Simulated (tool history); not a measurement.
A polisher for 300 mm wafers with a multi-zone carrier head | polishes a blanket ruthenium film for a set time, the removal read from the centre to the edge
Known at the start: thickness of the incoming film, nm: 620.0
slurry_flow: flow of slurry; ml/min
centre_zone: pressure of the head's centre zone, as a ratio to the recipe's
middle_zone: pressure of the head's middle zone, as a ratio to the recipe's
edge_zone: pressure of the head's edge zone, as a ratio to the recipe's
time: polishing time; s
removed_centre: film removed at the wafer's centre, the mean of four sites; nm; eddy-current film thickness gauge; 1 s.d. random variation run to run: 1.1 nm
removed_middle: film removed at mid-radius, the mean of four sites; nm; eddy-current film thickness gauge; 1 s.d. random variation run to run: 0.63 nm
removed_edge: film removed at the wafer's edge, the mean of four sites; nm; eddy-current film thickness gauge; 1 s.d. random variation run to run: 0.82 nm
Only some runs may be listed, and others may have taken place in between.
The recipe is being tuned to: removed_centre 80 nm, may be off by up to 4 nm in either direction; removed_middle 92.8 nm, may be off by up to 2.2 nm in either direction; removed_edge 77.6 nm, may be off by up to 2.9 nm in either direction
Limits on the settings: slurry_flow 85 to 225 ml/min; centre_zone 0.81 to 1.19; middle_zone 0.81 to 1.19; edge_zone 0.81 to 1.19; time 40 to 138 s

run	hour	slurry_flow	centre_zone	middle_zone	edge_zone	time	removed_centre	removed_middle	removed_edge
1	0	145	1	1	1	88	54.446	55.472	54.757
2	7.5	155	1.01	1.04	1.01	92	59.964	61.333	58.554
3	9.8	155	1.01	1.04	1.01	73	47.085	48.622	47.336
4	15.9	155	1.01	1.04	1.09	73	47.233	47.71	47.48
5	18.3	155	1.01	1.04	1.15	73	47.085	48.291	48.665
6	25.6	180	1.01	1.04	1.15	73	49.242	49.516	50.443
7	32.6	180	1.01	1.04	1.15	73	49.47	49.513	49.331
8	34.1	185	1	1.07	1.14	80	53.245	56.603	54.388
9	40.9	225	1.08	1.17	1.11	105	76.28	82.369	71.355
10	47.1	225	1.07	1.17	1.1	107	77.021	84.262	72.999
11	52.4	225	1.06	1.17	1.09	108	75.501	84.643	73.037
12	56.2	225	1.06	1.17	1.08	109	78.871	85.52	74.413
13	60.7	225	1.04	1.17	1.06	110	78.021	86.521	74.355
14	63.7	225	1.04	1.17	1.06	110	77.211	85.853	74.753
15	65.2	225	1.03	1.17	1.04	111	79.361	87.391	75.753
16	66.6	225	1.02	1.17	1.03	112	79.365	86.763	74.343
17	70.8	225	1.01	1.17	1.03	113	78.724	87.102	76.566
18	74.5	220	1.02	1.17	1.04	114	79.349	88.562	77.214
19	83	220	1.01	1.17	1.03	115	81.996	89.081	75.443
20	87.2	220	0.99	1.17	1.05	116	79.502	91.052	78.042

Next run, 4 choices. One meets every target within its allowed miss, the rest don't. Which?
A	91.4	220	0.95	1.13	1	117	?	?	?
B	91.4	220	0.99	1.12	1.06	117	?	?	?
C	91.4	225	0.98	1.14	1.03	117	?	?	?
D	91.4	225	0.99	1.19	1.04	116	?	?	?

move	removed_centre	removed_middle	removed_edge
A	75.886	88.64	77.905
B	77.964	87.948	79.563
C	77.715	89.574	78.898
D	77.596	92.157	78.444
A: further off than the last run
B: further off than the last run
C: further off than the last run
D: in spec on every target
Correct choice: D, which meets every target
